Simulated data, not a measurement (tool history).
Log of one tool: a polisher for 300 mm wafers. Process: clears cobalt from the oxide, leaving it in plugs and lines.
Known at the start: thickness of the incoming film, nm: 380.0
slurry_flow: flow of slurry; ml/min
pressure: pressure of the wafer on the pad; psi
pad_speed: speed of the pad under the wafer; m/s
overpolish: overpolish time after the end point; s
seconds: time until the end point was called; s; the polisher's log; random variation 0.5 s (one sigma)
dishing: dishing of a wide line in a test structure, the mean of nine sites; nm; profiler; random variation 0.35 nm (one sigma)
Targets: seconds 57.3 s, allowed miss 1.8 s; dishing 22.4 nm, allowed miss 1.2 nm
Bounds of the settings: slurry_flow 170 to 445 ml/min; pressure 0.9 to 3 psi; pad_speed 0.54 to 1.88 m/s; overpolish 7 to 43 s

run 1 day=0 | slurry_flow=285 pressure=1.9 pad_speed=1.2 overpolish=22 | seconds=90.722 dishing=26.068
run 2 day=0.288 | slurry_flow=285 pressure=1.9 pad_speed=1.2 overpolish=19 | seconds=89.214 dishing=25.486
run 3 day=0.388 | slurry_flow=225 pressure=1.9 pad_speed=1.2 overpolish=19 | seconds=91.94 dishing=25.54
run 4 day=0.583 | slurry_flow=225 pressure=1.9 pad_speed=0.94 overpolish=19 | seconds=106.09 dishing=24.498
run 5 day=0.912 | slurry_flow=275 pressure=1.9 pad_speed=0.94 overpolish=19 | seconds=101.93 dishing=25.485
-- day=1.225 worn pad replaced by a new one
run 6 day=1.225 | slurry_flow=250 pressure=2.2 pad_speed=0.94 overpolish=16 | seconds=81.138 dishing=25.092
run 7 day=1.317 | slurry_flow=230 pressure=2.3 pad_speed=0.9 overpolish=14 | seconds=80.722 dishing=24.681
run 8 day=1.621 | slurry_flow=170 pressure=2.9 pad_speed=0.92 overpolish=7 | seconds=66.013 dishing=21.137

Which of these 5 next moves meets every target?
run A day=1.925 | slurry_flow=325 pressure=2.8 pad_speed=0.96 overpolish=24 | seconds=? dishing=?
run B day=1.925 | slurry_flow=280 pressure=2.8 pad_speed=1 overpolish=24 | seconds=? dishing=?
run C day=1.925 | slurry_flow=200 pressure=2.6 pad_speed=0.9 overpolish=9 | seconds=? dishing=?
run D day=1.925 | slurry_flow=175 pressure=2.8 pad_speed=1.08 overpolish=8 | seconds=? dishing=?
run E day=1.925 | slurry_flow=170 pressure=3 pad_speed=1.14 overpolish=7 | seconds=? dishing=?

move=A seconds=61.716 dishing=26.3
move=B seconds=61.227 dishing=26.297
move=C seconds=72.824 dishing=22.605
move=D seconds=62.668 dishing=22.81
move=E seconds=57.072 dishing=22.506
A: nearer than the last run, and not there yet
B: nearer than the last run, and not there yet
C: further off than the last run
D: nearer than the last run, and not there yet
E: meets every target
The right move is E.
